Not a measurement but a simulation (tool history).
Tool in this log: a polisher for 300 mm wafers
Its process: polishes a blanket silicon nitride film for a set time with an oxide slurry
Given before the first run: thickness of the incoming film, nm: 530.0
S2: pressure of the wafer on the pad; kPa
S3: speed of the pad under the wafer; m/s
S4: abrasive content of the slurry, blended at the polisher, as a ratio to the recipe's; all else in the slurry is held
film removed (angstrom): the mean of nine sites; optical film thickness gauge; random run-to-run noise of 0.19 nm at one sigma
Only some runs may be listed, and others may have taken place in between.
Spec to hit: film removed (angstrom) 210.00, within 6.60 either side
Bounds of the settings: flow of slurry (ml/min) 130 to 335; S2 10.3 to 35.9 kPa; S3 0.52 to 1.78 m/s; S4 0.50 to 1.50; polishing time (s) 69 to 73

Run 1, day 0.000: flow of slurry (ml/min) 215, S2 22.8 kPa, S3 1.14 m/s, S4 1.00, polishing time (s) 69. Result: film removed (angstrom) 358.85.
Run 2, day 0.288: flow of slurry (ml/min) 215, S2 26.2 kPa, S3 1.14 m/s, S4 1.00, polishing time (s) 69. Result: film removed (angstrom) 409.07.
Run 3, day 0.421: flow of slurry (ml/min) 215, S2 26.2 kPa, S3 1.42 m/s, S4 1.00, polishing time (s) 69. Result: film removed (angstrom) 496.05.
Run 4, day 0.775: flow of slurry (ml/min) 210, S2 21.4 kPa, S3 1.34 m/s, S4 1.00, polishing time (s) 69. Result: film removed (angstrom) 379.46.
Run 5, day 1.050: flow of slurry (ml/min) 210, S2 21.4 kPa, S3 1.34 m/s, S4 1.00, polishing time (s) 73. Result: film removed (angstrom) 407.47.
Run 6, day 1.338: flow of slurry (ml/min) 205, S2 17.9 kPa, S3 1.26 m/s, S4 1.00, polishing time (s) 73. Result: film removed (angstrom) 323.43.
Run 7, day 1.454: flow of slurry (ml/min) 200, S2 15.9 kPa, S3 1.24 m/s, S4 1.00, polishing time (s) 73. Result: film removed (angstrom) 284.06.
Run 8, day 1.708: flow of slurry (ml/min) 190, S2 14.5 kPa, S3 1.24 m/s, S4 1.00, polishing time (s) 73. Result: film removed (angstrom) 258.21.
Run 9, day 1.796: flow of slurry (ml/min) 175, S2 13.8 kPa, S3 1.24 m/s, S4 1.00, polishing time (s) 73. Result: film removed (angstrom) 246.08.
Run 10, day 1.933: flow of slurry (ml/min) 165, S2 13.1 kPa, S3 1.24 m/s, S4 1.00, polishing time (s) 73. Result: film removed (angstrom) 236.20.
Run 11, day 2.225: flow of slurry (ml/min) 155, S2 10.3 kPa, S3 1.24 m/s, S4 1.00, polishing time (s) 73. Result: film removed (angstrom) 184.09.
Run 12, day 2.367: flow of slurry (ml/min) 170, S2 10.3 kPa, S3 1.24 m/s, S4 1.00, polishing time (s) 73. Result: film removed (angstrom) 188.56.
Run 13, day 2.404: flow of slurry (ml/min) 180, S2 11.0 kPa, S3 1.24 m/s, S4 1.00, polishing time (s) 73. Result: film removed (angstrom) 199.99.

4 next moves are on the table. One of them brings every result within its allowed miss. Which?
Run A, day 2.442: flow of slurry (ml/min) 270, S2 11.7 kPa, S3 1.24 m/s, S4 1.05, polishing time (s) 69. Result: film removed (angstrom) ?.
Run B, day 2.442: flow of slurry (ml/min) 255, S2 10.3 kPa, S3 1.40 m/s, S4 0.95, polishing time (s) 69. Result: film removed (angstrom) ?.
Run C, day 2.442: flow of slurry (ml/min) 180, S2 11.7 kPa, S3 1.20 m/s, S4 1.00, polishing time (s) 69. Result: film removed (angstrom) ?.
Run D, day 2.442: flow of slurry (ml/min) 140, S2 14.5 kPa, S3 1.34 m/s, S4 0.60, polishing time (s) 69. Result: film removed (angstrom) ?.

move  film removed (angstrom)
   A                   213.32
   B                   197.66
   C                   196.29
   D                   191.15
A: all results land within tolerance of their targets
B: moves away from the targets compared with the last run
C: moves away from the targets compared with the last run
D: moves away from the targets compared with the last run
So the answer is move A, the one that meets all the targets.
